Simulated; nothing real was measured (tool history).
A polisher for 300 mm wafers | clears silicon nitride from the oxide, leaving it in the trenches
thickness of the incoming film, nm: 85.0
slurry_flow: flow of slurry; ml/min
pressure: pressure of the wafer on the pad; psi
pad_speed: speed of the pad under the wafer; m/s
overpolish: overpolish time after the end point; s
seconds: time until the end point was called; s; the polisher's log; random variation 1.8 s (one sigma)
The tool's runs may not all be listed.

run 1 hour=0 | slurry_flow=255 pressure=2.2 pad_speed=0.86 overpolish=33 | seconds=132.54
run 2 hour=6.8 | slurry_flow=255 pressure=2.2 pad_speed=0.86 overpolish=33 | seconds=128.39
run 3 hour=12 | slurry_flow=255 pressure=2.2 pad_speed=0.66 overpolish=33 | seconds=171.03
run 4 hour=19.1 | slurry_flow=255 pressure=2.4 pad_speed=0.68 overpolish=33 | seconds=148.25
run 5 hour=23.2 | slurry_flow=295 pressure=2.4 pad_speed=0.68 overpolish=33 | seconds=151.08
run 6 hour=26 | slurry_flow=295 pressure=3 pad_speed=0.68 overpolish=33 | seconds=121.27
run 7 hour=35.1 | slurry_flow=295 pressure=3.1 pad_speed=0.7 overpolish=33 | seconds=110.28
run 8 hour=36.1 | slurry_flow=295 pressure=3.2 pad_speed=0.7 overpolish=33 | seconds=109.02
run 9 hour=36.8 | slurry_flow=295 pressure=3.3 pad_speed=0.72 overpolish=33 | seconds=106.53

Forecast run 10:
run 10 hour=45.8 | slurry_flow=295 pressure=3.3 pad_speed=0.74 overpolish=33 | seconds=?

seconds: 100.33 s
